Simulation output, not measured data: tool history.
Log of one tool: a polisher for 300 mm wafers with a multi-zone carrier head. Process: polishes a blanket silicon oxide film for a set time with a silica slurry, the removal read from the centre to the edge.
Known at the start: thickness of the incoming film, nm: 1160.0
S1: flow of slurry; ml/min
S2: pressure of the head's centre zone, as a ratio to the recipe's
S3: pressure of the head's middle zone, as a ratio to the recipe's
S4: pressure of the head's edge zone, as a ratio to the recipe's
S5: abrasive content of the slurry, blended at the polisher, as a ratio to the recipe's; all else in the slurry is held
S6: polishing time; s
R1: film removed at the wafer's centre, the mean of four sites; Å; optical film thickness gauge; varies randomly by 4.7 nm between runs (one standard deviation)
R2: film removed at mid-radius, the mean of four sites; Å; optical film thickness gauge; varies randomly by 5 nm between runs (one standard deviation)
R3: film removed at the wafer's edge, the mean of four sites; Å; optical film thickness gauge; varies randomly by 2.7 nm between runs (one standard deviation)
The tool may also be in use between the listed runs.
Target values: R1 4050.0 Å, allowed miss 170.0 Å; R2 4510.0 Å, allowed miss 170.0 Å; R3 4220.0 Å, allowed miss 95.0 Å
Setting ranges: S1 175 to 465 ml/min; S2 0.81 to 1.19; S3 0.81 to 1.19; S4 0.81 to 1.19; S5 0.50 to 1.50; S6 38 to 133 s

run,hour,S1,S2,S3,S4,S5,S6,R1,R2,R3
1,0.0,295,1.00,1.00,1.00,1.00,85,2905.5,3006.5,3038.0
2,2.3,300,1.01,1.02,1.02,1.05,85,3041.6,3110.8,3143.6
3,8.7,300,1.01,1.02,0.98,1.05,85,3052.5,3116.0,3083.7
4,14.6,305,1.01,1.04,0.99,1.10,85,3175.8,3265.7,3185.1
5,22.5,310,1.01,1.06,1.01,1.15,85,3243.8,3373.9,3341.4
6,31.0,315,1.01,1.07,1.01,1.20,85,3345.3,3374.8,3385.6
7,32.7,310,1.00,1.08,1.00,1.25,86,3390.3,3544.1,3444.9
8,37.7,310,1.00,1.09,1.00,1.30,87,3527.5,3729.6,3577.0
9,40.5,310,1.00,1.10,1.00,1.30,88,3597.1,3711.1,3610.9
10,45.7,315,0.99,1.11,1.00,1.30,89,3540.5,3931.4,3625.9

Pick the move, out of 4, that brings all results within their allowed miss; only one does.
A,50.9,390,0.96,1.19,1.09,1.00,105,?,?,?
B,50.9,340,0.94,1.05,0.99,1.40,93,?,?,?
C,50.9,365,1.00,1.14,1.02,1.05,112,?,?,?
D,50.9,190,0.86,1.18,0.93,1.00,127,?,?,?

move,R1,R2,R3
A,3605.1,4154.0,3948.4
B,3670.9,4004.3,3931.0
C,4084.6,4417.5,4179.3
D,3622.0,4631.2,4172.4
A: better than the last run, though not everything is in spec
B: better than the last run, though not everything is in spec
C: every result within its allowed miss
D: puts the biggest miss on target and leaves a different result outside tolerance
Move C is the one to make.

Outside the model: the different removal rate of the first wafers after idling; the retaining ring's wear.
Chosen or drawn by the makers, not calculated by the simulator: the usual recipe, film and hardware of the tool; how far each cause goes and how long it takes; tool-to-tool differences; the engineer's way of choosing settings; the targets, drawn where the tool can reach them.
